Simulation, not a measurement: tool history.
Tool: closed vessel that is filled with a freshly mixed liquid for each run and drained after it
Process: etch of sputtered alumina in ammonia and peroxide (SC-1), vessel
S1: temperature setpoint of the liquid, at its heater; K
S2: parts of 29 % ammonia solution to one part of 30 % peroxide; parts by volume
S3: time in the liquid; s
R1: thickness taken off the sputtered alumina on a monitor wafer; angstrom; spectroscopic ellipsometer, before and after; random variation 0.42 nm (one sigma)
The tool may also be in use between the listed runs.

{"run": 1, "day": 0.0, "S1": 332.15, "S2": 0.4, "S3": 1405, "R1": 971.33}
{"run": 2, "day": 0.362, "S1": 332.15, "S2": 0.35, "S3": 1405, "R1": 958.06}
{"run": 3, "day": 0.408, "S1": 332.15, "S2": 0.35, "S3": 1405, "R1": 958.37}
{"run": 4, "day": 0.517, "S1": 333.15, "S2": 0.35, "S3": 1405, "R1": 1010.9}
{"run": 5, "day": 0.625, "S1": 333.65, "S2": 0.35, "S3": 1405, "R1": 1029.5}
{"run": 6, "day": 0.8, "S1": 337.65, "S2": 0.35, "S3": 1405, "R1": 1272.4}
{"run": 7, "day": 0.988, "S1": 337.15, "S2": 0.35, "S3": 1405, "R1": 1234}

Forecast run 8:
{"day": 1.254, "done": "ammonia flow meter replaced"}
{"run": 8, "day": 1.254, "S1": 336.65, "S2": 0.35, "S3": 1405, "R1": "?"}

{"run 8": {"R1": 1202.5}}
